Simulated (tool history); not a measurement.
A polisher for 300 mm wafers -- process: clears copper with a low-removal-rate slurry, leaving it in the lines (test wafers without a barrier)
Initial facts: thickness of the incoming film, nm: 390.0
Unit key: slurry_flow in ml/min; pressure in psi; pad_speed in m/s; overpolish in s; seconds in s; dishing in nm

run  hour  slurry_flow  pressure  pad_speed  slurry_solids  overpolish  seconds  dishing
  1   0.0          135       3.7       1.32            1.0           9   60.542   38.535
  2   5.4          140       3.6       1.32            1.0           9   61.706   37.441
  3   7.3          145       3.5       1.32            1.0           9   63.859   35.733
  4  12.7          150       3.4       1.34            1.0           8   64.963   32.182
  5  20.5          150       4.2       1.34            1.0           8   52.462   38.538
  6  27.1          150       4.2       1.34            1.0          11   53.170   50.697
  7  34.2          150       4.1       1.34            1.0          10   53.111   45.994
  8  41.5          150       4.0       1.34            1.0           9   55.380   41.954

Forecast run 9:
  9  46.8          150       3.9       1.34            1.0           8        ?        ?

seconds: 57.861 s
dishing: 36.471 nm

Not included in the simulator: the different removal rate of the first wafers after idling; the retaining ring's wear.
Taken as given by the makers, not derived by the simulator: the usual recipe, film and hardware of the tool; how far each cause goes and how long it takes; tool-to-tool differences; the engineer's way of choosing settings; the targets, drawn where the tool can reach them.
